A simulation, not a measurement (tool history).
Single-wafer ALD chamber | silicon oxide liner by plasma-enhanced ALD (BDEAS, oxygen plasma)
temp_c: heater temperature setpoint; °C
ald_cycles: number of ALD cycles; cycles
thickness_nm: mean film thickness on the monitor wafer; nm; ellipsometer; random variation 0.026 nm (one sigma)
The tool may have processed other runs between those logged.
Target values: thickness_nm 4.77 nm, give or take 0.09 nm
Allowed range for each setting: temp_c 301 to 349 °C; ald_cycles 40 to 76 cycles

run	hour	temp_c	ald_cycles	thickness_nm
1	0	325	58	5.4791
2	4.7	325	61	5.7818
3	10	315	61	5.8709
4	14.2	315	64	6.1117
5	23	326	64	6.0043
6	24.6	327	63	5.9645
7	25.3	327	62	5.7999
8	26.7	328	61	5.6974
9	35.3	329	60	5.6375

Next run, 5 choices. One meets every target within its allowed miss, the rest don't. Which?
A	43.9	333	51	?
B	43.9	322	47	?
C	43.9	334	47	?
D	43.9	335	58	?
E	43.9	330	72	?

move	thickness_nm
A	4.8203
B	4.5148
C	4.4357
D	5.4657
E	6.8355
A: every result within its allowed miss
B: pushes the last run's worst result past its target
C: pushes the last run's worst result past its target
D: closes in on the targets versus the last run, not all within tolerance yet
E: the biggest miss grows against the last run
So the answer is move A, the one that meets all the targets.
